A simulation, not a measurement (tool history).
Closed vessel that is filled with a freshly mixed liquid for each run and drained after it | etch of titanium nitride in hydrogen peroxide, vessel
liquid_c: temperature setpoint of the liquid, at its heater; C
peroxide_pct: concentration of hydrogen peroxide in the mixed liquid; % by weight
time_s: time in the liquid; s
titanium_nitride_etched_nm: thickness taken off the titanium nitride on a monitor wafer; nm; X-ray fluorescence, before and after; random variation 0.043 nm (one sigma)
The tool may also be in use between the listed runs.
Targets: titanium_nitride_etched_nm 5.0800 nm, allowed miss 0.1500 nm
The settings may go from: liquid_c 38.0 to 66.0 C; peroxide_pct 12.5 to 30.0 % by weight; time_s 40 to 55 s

run 1 day=0.000 | liquid_c=54.0 peroxide_pct=24.5 time_s=55 | titanium_nitride_etched_nm=3.8011
run 2 day=0.050 | liquid_c=51.5 peroxide_pct=24.5 time_s=55 | titanium_nitride_etched_nm=3.2315
run 3 day=0.150 | liquid_c=51.5 peroxide_pct=28.5 time_s=55 | titanium_nitride_etched_nm=3.3483
run 4 day=0.404 | liquid_c=51.5 peroxide_pct=24.0 time_s=55 | titanium_nitride_etched_nm=3.2413
run 5 day=0.550 | liquid_c=53.0 peroxide_pct=24.0 time_s=55 | titanium_nitride_etched_nm=3.5509
run 6 day=0.738 | liquid_c=54.0 peroxide_pct=24.0 time_s=55 | titanium_nitride_etched_nm=3.8305
run 7 day=0.858 | liquid_c=55.0 peroxide_pct=24.0 time_s=55 | titanium_nitride_etched_nm=4.1465
run 8 day=1.183 | liquid_c=55.5 peroxide_pct=24.0 time_s=55 | titanium_nitride_etched_nm=4.2374
run 9 day=1.396 | liquid_c=56.0 peroxide_pct=24.0 time_s=55 | titanium_nitride_etched_nm=4.3256
run 10 day=1.762 | liquid_c=56.5 peroxide_pct=24.0 time_s=55 | titanium_nitride_etched_nm=4.5972
run 11 day=1.908 | liquid_c=57.0 peroxide_pct=24.0 time_s=55 | titanium_nitride_etched_nm=4.7842

Which of these 4 next moves meets every target?
run A day=2.054 | liquid_c=60.5 peroxide_pct=22.5 time_s=50 | titanium_nitride_etched_nm=?
run B day=2.054 | liquid_c=59.0 peroxide_pct=24.5 time_s=55 | titanium_nitride_etched_nm=?
run C day=2.054 | liquid_c=59.0 peroxide_pct=23.0 time_s=55 | titanium_nitride_etched_nm=?
run D day=2.054 | liquid_c=58.0 peroxide_pct=26.0 time_s=55 | titanium_nitride_etched_nm=?

move=A titanium_nitride_etched_nm=5.4520
move=B titanium_nitride_etched_nm=5.5161
move=C titanium_nitride_etched_nm=5.4409
move=D titanium_nitride_etched_nm=5.2178
A: takes the result that was furthest off past its target
B: takes the result that was furthest off past its target
C: takes the result that was furthest off past its target
D: meets every target
Answer: D
